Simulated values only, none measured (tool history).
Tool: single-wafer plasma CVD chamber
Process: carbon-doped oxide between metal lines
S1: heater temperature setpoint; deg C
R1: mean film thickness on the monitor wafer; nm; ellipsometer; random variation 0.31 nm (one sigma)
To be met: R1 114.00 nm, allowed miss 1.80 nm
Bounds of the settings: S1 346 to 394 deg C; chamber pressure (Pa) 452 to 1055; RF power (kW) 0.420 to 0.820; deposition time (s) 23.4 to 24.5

{"run": 1, "hour": 0.0, "S1": 370, "chamber pressure (Pa)": 753, "RF power (kW)": 0.62, "deposition time (s)": 24.5, "R1": 131.46}
{"run": 2, "hour": 6.5, "S1": 373, "chamber pressure (Pa)": 693, "RF power (kW)": 0.595, "deposition time (s)": 24.5, "R1": 126.16}
{"run": 3, "hour": 10.5, "S1": 373, "chamber pressure (Pa)": 693, "RF power (kW)": 0.595, "deposition time (s)": 24.5, "R1": 125.61}
{"run": 4, "hour": 14.3, "S1": 373, "chamber pressure (Pa)": 623, "RF power (kW)": 0.595, "deposition time (s)": 24.5, "R1": 124.58}
{"run": 5, "hour": 18.2, "S1": 373, "chamber pressure (Pa)": 703, "RF power (kW)": 0.595, "deposition time (s)": 24.5, "R1": 125.66}
{"run": 6, "hour": 24.6, "S1": 373, "chamber pressure (Pa)": 703, "RF power (kW)": 0.595, "deposition time (s)": 23.4, "R1": 120.61}
{"run": 7, "hour": 29.2, "S1": 376, "chamber pressure (Pa)": 677, "RF power (kW)": 0.59, "deposition time (s)": 23.4, "R1": 118.59}
{"run": 8, "hour": 36.1, "S1": 378, "chamber pressure (Pa)": 663, "RF power (kW)": 0.59, "deposition time (s)": 23.4, "R1": 117.37}
{"run": 9, "hour": 41.3, "S1": 380, "chamber pressure (Pa)": 653, "RF power (kW)": 0.59, "deposition time (s)": 23.4, "R1": 116.67}
{"run": 10, "hour": 49.8, "S1": 380, "chamber pressure (Pa)": 653, "RF power (kW)": 0.59, "deposition time (s)": 23.4, "R1": 117.3}
{"run": 11, "hour": 53.2, "S1": 382, "chamber pressure (Pa)": 639, "RF power (kW)": 0.59, "deposition time (s)": 23.4, "R1": 116.08}

5 next moves are on the table. One of them brings every result within its allowed miss. Which?
{"run": "A", "hour": 56.6, "S1": 375, "chamber pressure (Pa)": 755, "RF power (kW)": 0.585, "deposition time (s)": 23.4, "R1": "?"}
{"run": "B", "hour": 56.6, "S1": 374, "chamber pressure (Pa)": 788, "RF power (kW)": 0.51, "deposition time (s)": 24.5, "R1": "?"}
{"run": "C", "hour": 56.6, "S1": 376, "chamber pressure (Pa)": 751, "RF power (kW)": 0.59, "deposition time (s)": 23.4, "R1": "?"}
{"run": "D", "hour": 56.6, "S1": 385, "chamber pressure (Pa)": 632, "RF power (kW)": 0.575, "deposition time (s)": 24.3, "R1": "?"}
{"run": "E", "hour": 56.6, "S1": 383, "chamber pressure (Pa)": 625, "RF power (kW)": 0.6, "deposition time (s)": 23.9, "R1": "?"}

move=A R1=119.00
move=B R1=113.60
move=C R1=119.35
move=D R1=117.29
move=E R1=119.23
A: further off than the last run
B: meets every target
C: further off than the last run
D: further off than the last run
E: further off than the last run
The right move is B.
